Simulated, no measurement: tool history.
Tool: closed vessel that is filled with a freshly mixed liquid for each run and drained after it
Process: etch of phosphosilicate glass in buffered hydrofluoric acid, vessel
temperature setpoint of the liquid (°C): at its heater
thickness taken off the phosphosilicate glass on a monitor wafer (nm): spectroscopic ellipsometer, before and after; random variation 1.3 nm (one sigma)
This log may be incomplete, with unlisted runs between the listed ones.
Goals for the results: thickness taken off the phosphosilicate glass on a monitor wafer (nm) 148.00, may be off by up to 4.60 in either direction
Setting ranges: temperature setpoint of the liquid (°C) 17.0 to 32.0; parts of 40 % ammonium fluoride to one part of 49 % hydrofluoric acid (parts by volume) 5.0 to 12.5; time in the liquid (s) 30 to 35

run	hour	temperature setpoint of the liquid (°C)	parts of 40 % ammonium fluoride to one part of 49 % hydrofluoric acid (parts by volume)	time in the liquid (s)	thickness taken off the phosphosilicate glass on a monitor wafer (nm)
1	0.0	25.0	7.5	35	171.42
2	6.3	24.5	7.5	35	166.15
3	14.4	24.0	7.5	35	161.90
4	17.6	26.5	7.5	35	184.32
5	26.5	25.5	7.5	35	178.18
6	30.5	25.0	7.5	35	168.90
7	36.0	24.5	7.5	35	166.89
# hour 44.6: hydrofluoric acid flow meter replaced
8	44.6	24.0	7.5	35	179.09
9	46.6	24.0	7.5	35	179.89
10	52.3	24.0	7.5	35	175.49

5 next moves are on the table. One of them brings every result within its allowed miss. Which?
A	58.0	26.0	8.0	30	?
B	58.0	24.5	8.5	30	?
C	58.0	23.0	7.5	35	?
D	58.0	25.5	6.0	30	?
E	58.0	23.0	8.5	35	?

move	thickness taken off the phosphosilicate glass on a monitor wafer (nm)
A	161.72
B	139.65
C	171.90
D	207.81
E	150.12
A: closes in on the targets versus the last run, not all within tolerance yet
B: takes the result that was furthest off past its target
C: closes in on the targets versus the last run, not all within tolerance yet
D: misses by more than the last run did
E: all results in spec
Correct choice: E, which meets every target

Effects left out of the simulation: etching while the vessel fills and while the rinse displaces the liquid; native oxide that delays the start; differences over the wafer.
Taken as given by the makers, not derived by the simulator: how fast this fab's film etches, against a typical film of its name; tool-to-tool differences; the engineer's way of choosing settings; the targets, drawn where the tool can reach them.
